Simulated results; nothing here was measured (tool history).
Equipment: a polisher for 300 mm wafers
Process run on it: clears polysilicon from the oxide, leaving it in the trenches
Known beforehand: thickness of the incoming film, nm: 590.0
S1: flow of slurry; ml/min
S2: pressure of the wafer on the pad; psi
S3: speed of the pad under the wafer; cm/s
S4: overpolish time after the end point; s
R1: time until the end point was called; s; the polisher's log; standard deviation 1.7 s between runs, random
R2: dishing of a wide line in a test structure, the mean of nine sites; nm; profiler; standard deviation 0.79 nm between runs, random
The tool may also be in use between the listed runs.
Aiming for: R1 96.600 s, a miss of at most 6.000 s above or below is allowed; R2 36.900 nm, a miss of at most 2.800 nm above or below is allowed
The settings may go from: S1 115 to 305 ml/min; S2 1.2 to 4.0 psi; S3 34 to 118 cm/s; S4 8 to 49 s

run	hour	S1	S2	S3	S4	R1	R2
1	0.0	195	2.6	76	25	61.885	68.672
2	1.3	195	2.5	76	23	65.782	64.963
3	5.1	195	2.3	78	21	68.956	63.789
4	7.4	195	2.3	78	25	68.465	67.032
5	14.8	235	2.3	78	25	67.290	66.626
6	23.1	235	2.2	78	23	72.577	65.536
7	29.0	220	2.1	80	21	71.273	63.520
8	34.7	220	2.1	80	21	75.473	63.702
9	42.8	225	1.4	76	9	114.420	36.853

Exactly one of the 5 candidate moves below puts every result within its allowed miss. Which one?
A	50.9	230	1.9	78	8	?	?
B	50.9	245	1.2	66	14	?	?
C	50.9	220	1.4	92	8	?	?
D	50.9	195	1.2	64	15	?	?
E	50.9	275	1.6	44	16	?	?

move	R1	R2
A	82.662	41.284
B	149.410	40.467
C	94.580	37.903
D	157.420	40.890
E	166.150	41.157
A: takes the result that was furthest off past its target
B: further off than the last run
C: each result inside its tolerance
D: further off than the last run
E: further off than the last run
The move that meets every target is C.

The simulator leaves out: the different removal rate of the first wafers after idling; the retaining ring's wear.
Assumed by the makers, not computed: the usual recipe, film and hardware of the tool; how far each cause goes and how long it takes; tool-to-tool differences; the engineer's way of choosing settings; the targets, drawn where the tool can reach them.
